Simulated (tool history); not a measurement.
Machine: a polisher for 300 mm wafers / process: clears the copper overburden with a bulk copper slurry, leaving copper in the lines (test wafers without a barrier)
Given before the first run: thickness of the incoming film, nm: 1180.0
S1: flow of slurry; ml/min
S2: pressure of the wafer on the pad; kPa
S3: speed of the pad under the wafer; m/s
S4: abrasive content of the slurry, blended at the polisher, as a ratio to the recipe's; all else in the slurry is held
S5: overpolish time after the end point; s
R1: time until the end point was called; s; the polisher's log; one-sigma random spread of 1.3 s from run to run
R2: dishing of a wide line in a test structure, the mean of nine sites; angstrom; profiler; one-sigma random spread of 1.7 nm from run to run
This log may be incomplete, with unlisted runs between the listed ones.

run	day	S1	S2	S3	S4	S5	R1	R2
1	0	160	16.5	1.06	1	20	125.15	996.64
2	0.079	160	16.5	1.06	1	13	126.69	749.35
3	0.208	160	16.5	1.06	1	20	125.96	1020.8
4	0.475	180	16.5	1.06	1	20	123.34	994.99
5	0.796	170	15.9	1.06	1	21	128.89	1014
6	1.054	170	15.9	1.06	1	28	128.96	1186.8
7	1.183	165	15.2	1.06	1	28	135.77	1143.3

What will run 8 give?
8	1.479	155	15.2	1.06	1	28	?	?

Run 8 gave R1 135.46 s, R2 1161.4 angstrom.
